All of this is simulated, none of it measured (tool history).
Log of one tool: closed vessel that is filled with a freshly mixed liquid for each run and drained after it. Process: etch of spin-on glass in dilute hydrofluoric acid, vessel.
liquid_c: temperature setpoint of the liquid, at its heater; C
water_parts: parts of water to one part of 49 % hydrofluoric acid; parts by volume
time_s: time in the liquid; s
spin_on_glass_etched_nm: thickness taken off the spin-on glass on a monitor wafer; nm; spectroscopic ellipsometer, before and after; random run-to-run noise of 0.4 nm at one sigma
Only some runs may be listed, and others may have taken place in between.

Run 1, hour 0: liquid_c 26 C, water_parts 70 parts by volume, time_s 30 s. Result: spin_on_glass_etched_nm 24.857 nm.
Run 2, hour 6: liquid_c 26 C, water_parts 70 parts by volume, time_s 30 s. Result: spin_on_glass_etched_nm 24.862 nm.
Run 3, hour 13.1: liquid_c 27 C, water_parts 65 parts by volume, time_s 30 s. Result: spin_on_glass_etched_nm 28.611 nm.
Run 4, hour 19.3: liquid_c 28 C, water_parts 65 parts by volume, time_s 30 s. Result: spin_on_glass_etched_nm 29.668 nm.
Run 5, hour 20.5: liquid_c 29 C, water_parts 65 parts by volume, time_s 30 s. Result: spin_on_glass_etched_nm 30.413 nm.
Run 6, hour 25.2: liquid_c 29.5 C, water_parts 65 parts by volume, time_s 30 s. Result: spin_on_glass_etched_nm 30.762 nm.

Run 7 is up next; what results do you expect?
Run 7, hour 29.4: liquid_c 30 C, water_parts 65 parts by volume, time_s 30 s. Result: spin_on_glass_etched_nm ?.

{"run 7": {"spin_on_glass_etched_nm": 32.033}}
